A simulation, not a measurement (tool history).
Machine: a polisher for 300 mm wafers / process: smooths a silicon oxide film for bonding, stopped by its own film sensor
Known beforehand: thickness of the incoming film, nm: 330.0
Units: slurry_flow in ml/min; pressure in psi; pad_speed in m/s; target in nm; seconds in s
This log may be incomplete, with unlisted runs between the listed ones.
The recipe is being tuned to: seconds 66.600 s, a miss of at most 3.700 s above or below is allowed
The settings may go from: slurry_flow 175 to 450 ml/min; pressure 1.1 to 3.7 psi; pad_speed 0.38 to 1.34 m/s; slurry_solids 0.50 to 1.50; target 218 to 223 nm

run  hour  slurry_flow  pressure  pad_speed  slurry_solids  target  seconds
  1   0.0          290       2.4       0.86           1.00     223  125.290
  2   6.0          240       2.4       0.86           1.00     223  126.560
  3   8.4          240       2.4       0.98           1.00     223  114.430
  4  16.8          240       2.7       1.00           1.00     223  103.180
  5  23.5          240       2.7       1.00           1.00     223  102.180
  6  27.2          240       2.9       1.04           1.00     223   92.599
  7  32.5          240       3.5       1.12           1.00     223   73.487
  8  38.6          240       3.5       1.14           1.00     223   72.538
  9  46.7          240       3.5       1.14           1.00     223   71.992

4 next moves are on the table. One of them brings every result within its allowed miss. Which?
  A  54.8          205       3.7       0.98           1.00     223        ?
  B  54.8          180       3.7       1.08           0.95     220        ?
  C  54.8          340       3.7       1.16           1.00     223        ?
  D  54.8          280       3.4       1.12           1.05     219        ?

move  seconds
   A   79.540
   B   78.377
   C   66.212
   D   76.078
A: misses by more than the last run did
B: misses by more than the last run did
C: every result lands within tolerance
D: misses by more than the last run did
C is the move that brings every result within its allowed miss.
